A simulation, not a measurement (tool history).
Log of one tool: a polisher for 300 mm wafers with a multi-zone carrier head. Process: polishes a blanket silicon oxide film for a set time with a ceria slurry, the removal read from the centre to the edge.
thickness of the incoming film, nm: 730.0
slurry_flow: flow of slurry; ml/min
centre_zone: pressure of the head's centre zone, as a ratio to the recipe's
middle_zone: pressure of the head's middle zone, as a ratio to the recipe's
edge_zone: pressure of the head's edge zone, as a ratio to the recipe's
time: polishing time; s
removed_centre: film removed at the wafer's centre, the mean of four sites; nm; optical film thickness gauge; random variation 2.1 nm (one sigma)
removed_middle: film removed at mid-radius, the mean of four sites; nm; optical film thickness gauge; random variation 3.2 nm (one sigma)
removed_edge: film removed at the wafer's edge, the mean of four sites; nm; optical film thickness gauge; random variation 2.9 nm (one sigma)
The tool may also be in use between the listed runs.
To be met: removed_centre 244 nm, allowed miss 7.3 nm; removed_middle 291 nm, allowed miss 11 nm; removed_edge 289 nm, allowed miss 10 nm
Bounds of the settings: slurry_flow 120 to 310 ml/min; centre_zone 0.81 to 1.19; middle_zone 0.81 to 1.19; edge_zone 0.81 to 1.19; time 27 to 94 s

| run | hour | slurry_flow | centre_zone | middle_zone | edge_zone | time | removed_centre | removed_middle | removed_edge |
|---|---|---|---|---|---|---|---|---|---|
| 1 | 0 | 200 | 1 | 1 | 1 | 60 | 238.44 | 243.54 | 250.97 |
| 2 | 5.6 | 200 | 1 | 1 | 1 | 50 | 198.07 | 197.4 | 207.75 |
| 3 | 13.4 | 205 | 0.99 | 1.02 | 1.02 | 52 | 207.86 | 210.46 | 215.63 |
| 4 | 14.5 | 205 | 0.99 | 1.02 | 1.02 | 63 | 249.42 | 255.46 | 263.97 |
| 5 | 19.3 | 205 | 0.99 | 1.06 | 1.02 | 63 | 253.62 | 264.06 | 263.36 |
| 6 | 21 | 230 | 0.99 | 1.06 | 1.02 | 63 | 255.43 | 269.15 | 263.41 |
| 7 | 28.3 | 230 | 0.97 | 1.06 | 1.03 | 64 | 253.22 | 271.02 | 274.18 |
| 8 | 33.1 | 230 | 0.96 | 1.07 | 1.03 | 64 | 250.86 | 274.51 | 271.01 |
| 9 | 35.6 | 230 | 0.95 | 1.07 | 1.04 | 64 | 250.71 | 273.86 | 272.82 |
| 10 | 43.5 | 230 | 0.94 | 1.08 | 1.05 | 64 | 246.81 | 276.08 | 272.36 |
| 11 | 50.1 | 230 | 0.93 | 1.08 | 1.06 | 64 | 244.13 | 278.76 | 279.94 |
| 12 | 52 | 245 | 0.91 | 1.11 | 1.08 | 64 | 244.3 | 281.15 | 281.16 |

Which of these 4 next moves meets every target?
| A | 53.9 | 285 | 0.91 | 1.11 | 1.02 | 63 | ? | ? | ? |
| B | 53.9 | 275 | 0.92 | 1.13 | 0.98 | 64 | ? | ? | ? |
| C | 53.9 | 305 | 0.94 | 1.11 | 1 | 62 | ? | ? | ? |
| D | 53.9 | 265 | 0.9 | 1.11 | 1.11 | 65 | ? | ? | ? |

| move | removed_centre | removed_middle | removed_edge |
|---|---|---|---|
| A | 244.85 | 291.54 | 268.08 |
| B | 250.45 | 299.55 | 266.25 |
| C | 250.9 | 288.89 | 262.71 |
| D | 247.6 | 298.34 | 286.7 |
A: brings the result that was furthest off to its target, and leaves another outside
B: brings the result that was furthest off to its target, and leaves another outside
C: brings the result that was furthest off to its target, and leaves another outside
D: meets every target
Move D is the one to make.

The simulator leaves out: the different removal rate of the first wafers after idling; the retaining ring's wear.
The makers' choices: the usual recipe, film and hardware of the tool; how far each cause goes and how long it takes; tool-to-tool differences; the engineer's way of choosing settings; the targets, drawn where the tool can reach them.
